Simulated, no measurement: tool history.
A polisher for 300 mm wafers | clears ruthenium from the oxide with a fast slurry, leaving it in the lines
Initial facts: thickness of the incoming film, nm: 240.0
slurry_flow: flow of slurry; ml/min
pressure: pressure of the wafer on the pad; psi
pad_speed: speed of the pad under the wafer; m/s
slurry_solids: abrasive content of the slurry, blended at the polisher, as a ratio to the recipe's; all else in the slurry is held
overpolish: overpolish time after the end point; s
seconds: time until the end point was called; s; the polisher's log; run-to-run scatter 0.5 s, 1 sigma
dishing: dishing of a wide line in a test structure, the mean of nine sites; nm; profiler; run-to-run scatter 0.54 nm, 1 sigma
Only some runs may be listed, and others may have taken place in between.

run 1 hour=0 | slurry_flow=260 pressure=2.9 pad_speed=1.02 slurry_solids=1 overpolish=22 | seconds=68.197 dishing=37.47
run 2 hour=5.9 | slurry_flow=240 pressure=2.9 pad_speed=1.02 slurry_solids=1 overpolish=22 | seconds=69.572 dishing=36.608
run 3 hour=7.5 | slurry_flow=240 pressure=2.9 pad_speed=0.84 slurry_solids=1 overpolish=22 | seconds=85.86 dishing=33.386
run 4 hour=12.2 | slurry_flow=240 pressure=2.9 pad_speed=0.72 slurry_solids=1 overpolish=22 | seconds=98.543 dishing=30.757
run 5 hour=18 | slurry_flow=285 pressure=2.9 pad_speed=0.72 slurry_solids=1 overpolish=22 | seconds=95.365 dishing=31.394
run 6 hour=23.3 | slurry_flow=285 pressure=2.9 pad_speed=0.72 slurry_solids=1 overpolish=31 | seconds=98.247 dishing=36.885
run 7 hour=25.3 | slurry_flow=290 pressure=3.7 pad_speed=1 slurry_solids=1.05 overpolish=21 | seconds=57.526 dishing=39.156
run 8 hour=33.2 | slurry_flow=290 pressure=3.9 pad_speed=1.04 slurry_solids=1.05 overpolish=20 | seconds=52.155 dishing=39.32
run 9 hour=39.7 | slurry_flow=290 pressure=4 pad_speed=1.06 slurry_solids=1.05 overpolish=19 | seconds=50.215 dishing=39.902

Run 10 is up next; what results do you expect?
run 10 hour=40.4 | slurry_flow=290 pressure=4 pad_speed=1.06 slurry_solids=1.05 overpolish=19 | seconds=? dishing=?

For run 10 the tool returned seconds 50.03 s, dishing 39.346 nm.
